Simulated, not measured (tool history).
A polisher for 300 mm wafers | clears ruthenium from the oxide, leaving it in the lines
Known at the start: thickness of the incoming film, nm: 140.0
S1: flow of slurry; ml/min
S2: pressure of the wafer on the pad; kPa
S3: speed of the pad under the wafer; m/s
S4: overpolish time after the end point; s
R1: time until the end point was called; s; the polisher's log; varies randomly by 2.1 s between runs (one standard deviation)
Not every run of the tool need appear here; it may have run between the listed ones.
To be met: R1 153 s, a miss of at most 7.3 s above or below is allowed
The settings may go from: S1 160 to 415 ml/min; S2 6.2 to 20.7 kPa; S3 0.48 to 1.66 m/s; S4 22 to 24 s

| run | hour | S1 | S2 | S3 | S4 | R1 |
|---|---|---|---|---|---|---|
| 1 | 0 | 265 | 13.1 | 1.06 | 22 | 108.32 |
| 2 | 4.2 | 195 | 13.1 | 1.06 | 22 | 114.45 |
| 3 | 8.8 | 195 | 11 | 1.06 | 22 | 134.37 |
| 4 | 9.4 | 195 | 13.8 | 1.06 | 22 | 111.92 |
| 5 | 11.5 | 190 | 12.4 | 1.06 | 22 | 122.15 |
| 6 | 16.7 | 190 | 11.7 | 1.06 | 22 | 127.3 |
| 7 | 22.3 | 190 | 11 | 1.06 | 22 | 131.83 |
| 8 | 23 | 190 | 10.3 | 1.06 | 22 | 141.17 |
| 9 | 28.7 | 190 | 9 | 1.06 | 22 | 165.49 |

Consider the 4 candidate settings below. Which is the only one whose results all fall within their allowed miss of target?
| A | 34.4 | 220 | 6.2 | 1.28 | 24 | ? |
| B | 34.4 | 165 | 7.6 | 1.26 | 24 | ? |
| C | 34.4 | 160 | 8.3 | 1.02 | 22 | ? |
| D | 34.4 | 240 | 9.7 | 1.04 | 24 | ? |

| move | R1 |
|---|---|
| A | 192.03 |
| B | 169.08 |
| C | 191.05 |
| D | 151.73 |
A: moves away from the targets compared with the last run
B: moves away from the targets compared with the last run
C: moves away from the targets compared with the last run
D: in spec on every target
Move D is the one to make.
